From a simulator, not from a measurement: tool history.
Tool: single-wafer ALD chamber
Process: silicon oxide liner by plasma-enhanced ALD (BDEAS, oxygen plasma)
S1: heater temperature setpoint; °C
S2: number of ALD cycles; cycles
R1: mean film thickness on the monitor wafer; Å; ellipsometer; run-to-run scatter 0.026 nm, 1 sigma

run 1 hour=0.0 | S1=315 S2=84 | R1=73.799
run 2 hour=3.1 | S1=315 S2=81 | R1=70.402
run 3 hour=6.8 | S1=315 S2=91 | R1=80.160
run 4 hour=7.5 | S1=319 S2=91 | R1=79.769
-- hour=8.3 thermocouple changed; heater temperature recalibrated
run 5 hour=8.3 | S1=326 S2=91 | R1=78.489
run 6 hour=14.5 | S1=327 S2=87 | R1=75.382

Run 7 has not been measured yet. What should we expect?
run 7 hour=19.7 | S1=327 S2=84 | R1=?

For run 7 the tool returned R1 72.998 Å.
